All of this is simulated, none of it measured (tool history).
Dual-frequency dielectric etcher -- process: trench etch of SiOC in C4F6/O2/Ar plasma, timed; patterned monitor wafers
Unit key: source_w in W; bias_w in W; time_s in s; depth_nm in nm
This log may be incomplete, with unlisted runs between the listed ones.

{"run": 1, "hour": 0.0, "source_w": 360, "bias_w": 195, "time_s": 15.0, "depth_nm": 27.721}
{"run": 2, "hour": 4.4, "source_w": 380, "bias_w": 201, "time_s": 15.0, "depth_nm": 28.676}
{"run": 3, "hour": 8.5, "source_w": 400, "bias_w": 205, "time_s": 15.0, "depth_nm": 29.643}
{"run": 4, "hour": 15.3, "source_w": 400, "bias_w": 231, "time_s": 15.0, "depth_nm": 30.634}
{"run": 5, "hour": 17.5, "source_w": 400, "bias_w": 208, "time_s": 15.0, "depth_nm": 29.839}
{"run": 6, "hour": 21.6, "source_w": 410, "bias_w": 210, "time_s": 15.0, "depth_nm": 29.982}
{"run": 7, "hour": 22.3, "source_w": 420, "bias_w": 213, "time_s": 15.0, "depth_nm": 30.53}

What will run 8 give?
{"run": 8, "hour": 30.1, "source_w": 430, "bias_w": 215, "time_s": 15.0, "depth_nm": "?"}

{"run 8": {"depth_nm": 30.942}}
